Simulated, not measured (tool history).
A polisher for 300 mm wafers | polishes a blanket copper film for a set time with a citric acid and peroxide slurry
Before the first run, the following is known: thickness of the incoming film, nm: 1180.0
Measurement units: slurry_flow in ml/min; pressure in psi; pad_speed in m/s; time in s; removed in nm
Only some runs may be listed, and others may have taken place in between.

{"run": 1, "day": 0.0, "slurry_flow": 180, "pressure": 2.9, "pad_speed": 1.0, "slurry_solids": 1.0, "time": 48, "removed": 125.21}
{"run": 2, "day": 0.333, "slurry_flow": 180, "pressure": 2.9, "pad_speed": 0.88, "slurry_solids": 1.0, "time": 48, "removed": 112.59}
{"run": 3, "day": 0.629, "slurry_flow": 220, "pressure": 2.9, "pad_speed": 0.88, "slurry_solids": 1.0, "time": 48, "removed": 114.88}
{"run": 4, "day": 0.979, "slurry_flow": 220, "pressure": 2.9, "pad_speed": 1.0, "slurry_solids": 1.0, "time": 48, "removed": 129.48}
{"run": 5, "day": 1.221, "slurry_flow": 220, "pressure": 2.9, "pad_speed": 1.0, "slurry_solids": 1.0, "time": 42, "removed": 113.81}
{"run": 6, "day": 1.317, "slurry_flow": 220, "pressure": 2.9, "pad_speed": 1.0, "slurry_solids": 0.85, "time": 42, "removed": 108.44}
{"run": 7, "day": 1.642, "slurry_flow": 220, "pressure": 2.7, "pad_speed": 1.0, "slurry_solids": 0.85, "time": 42, "removed": 99.829}

Forecast run 8:
{"run": 8, "day": 1.742, "slurry_flow": 215, "pressure": 1.9, "pad_speed": 0.96, "slurry_solids": 0.85, "time": 42, "removed": "?"}

Run 8 yielded removed 72.922 nm.
